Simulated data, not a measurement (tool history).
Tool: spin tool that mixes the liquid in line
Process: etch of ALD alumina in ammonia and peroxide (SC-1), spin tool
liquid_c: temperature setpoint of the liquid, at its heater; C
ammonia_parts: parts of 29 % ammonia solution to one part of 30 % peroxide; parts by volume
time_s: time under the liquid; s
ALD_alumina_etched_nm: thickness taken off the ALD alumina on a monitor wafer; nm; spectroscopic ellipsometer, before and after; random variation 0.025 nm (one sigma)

run 1 hour=0 | liquid_c=58 ammonia_parts=0.6 time_s=70 | ALD_alumina_etched_nm=5.7364
run 2 hour=1.5 | liquid_c=55 ammonia_parts=0.6 time_s=70 | ALD_alumina_etched_nm=4.9625
run 3 hour=9.7 | liquid_c=55 ammonia_parts=0.6 time_s=70 | ALD_alumina_etched_nm=4.8337
run 4 hour=18.1 | liquid_c=52 ammonia_parts=0.6 time_s=70 | ALD_alumina_etched_nm=4.1687
run 5 hour=22.8 | liquid_c=50 ammonia_parts=0.6 time_s=70 | ALD_alumina_etched_nm=3.7555
run 6 hour=30.6 | liquid_c=50 ammonia_parts=0.6 time_s=80 | ALD_alumina_etched_nm=4.2611
run 7 hour=37.6 | liquid_c=48 ammonia_parts=0.6 time_s=80 | ALD_alumina_etched_nm=3.8274

Run 8 comes next. What will it give?
run 8 hour=42.3 | liquid_c=42.5 ammonia_parts=0.6 time_s=80 | ALD_alumina_etched_nm=?

Run 8 gave ALD_alumina_etched_nm 2.8089 nm.
